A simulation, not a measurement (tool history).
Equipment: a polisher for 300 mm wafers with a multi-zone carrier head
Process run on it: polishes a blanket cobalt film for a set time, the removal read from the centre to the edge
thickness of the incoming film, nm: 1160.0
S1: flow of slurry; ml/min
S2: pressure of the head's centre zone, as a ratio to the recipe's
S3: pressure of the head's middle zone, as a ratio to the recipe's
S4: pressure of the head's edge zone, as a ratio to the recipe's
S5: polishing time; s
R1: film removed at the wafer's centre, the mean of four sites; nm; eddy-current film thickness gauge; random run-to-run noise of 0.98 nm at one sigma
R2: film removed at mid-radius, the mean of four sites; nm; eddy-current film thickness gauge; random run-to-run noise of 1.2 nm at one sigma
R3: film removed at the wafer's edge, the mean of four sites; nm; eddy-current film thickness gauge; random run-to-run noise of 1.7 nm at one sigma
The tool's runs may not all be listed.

| run | hour | S1 | S2 | S3 | S4 | S5 | R1 | R2 | R3 |
|---|---|---|---|---|---|---|---|---|---|
| 1 | 0 | 215 | 1 | 1 | 1 | 73 | 268.82 | 274.19 | 282.74 |
| 2 | 7.9 | 215 | 1.08 | 1 | 1 | 73 | 293.91 | 272.86 | 276.51 |
| 3 | 11.9 | 215 | 1.08 | 1 | 1.07 | 73 | 291.02 | 270.72 | 289.43 |
| 4 | 16.9 | 180 | 1.08 | 1 | 1.07 | 73 | 279.03 | 268.56 | 282.11 |
|  | 25.2 | edge zone pressure recalibrated |
| 5 | 25.2 | 150 | 1.08 | 1 | 1.07 | 73 | 266.17 | 255.74 | 266.42 |
| 6 | 32.4 | 150 | 1 | 1 | 1.07 | 73 | 254.44 | 256.94 | 262.05 |
| 7 | 41.1 | 140 | 0.9 | 0.95 | 0.97 | 52 | 162.29 | 173.01 | 175.55 |
| 8 | 42.8 | 140 | 0.9 | 0.96 | 0.93 | 50 | 156.83 | 167.56 | 164.52 |
| 9 | 46.6 | 140 | 0.9 | 0.96 | 0.9 | 49 | 151.85 | 164.41 | 160.02 |
| 10 | 55.5 | 140 | 0.91 | 0.96 | 0.88 | 48 | 151.43 | 161.98 | 157.47 |

Expected results for the next run?
| 11 | 64.3 | 140 | 0.92 | 0.97 | 0.86 | 47 | ? | ? | ? |

R1: 149.59 nm
R2: 160.86 nm
R3: 152.06 nm
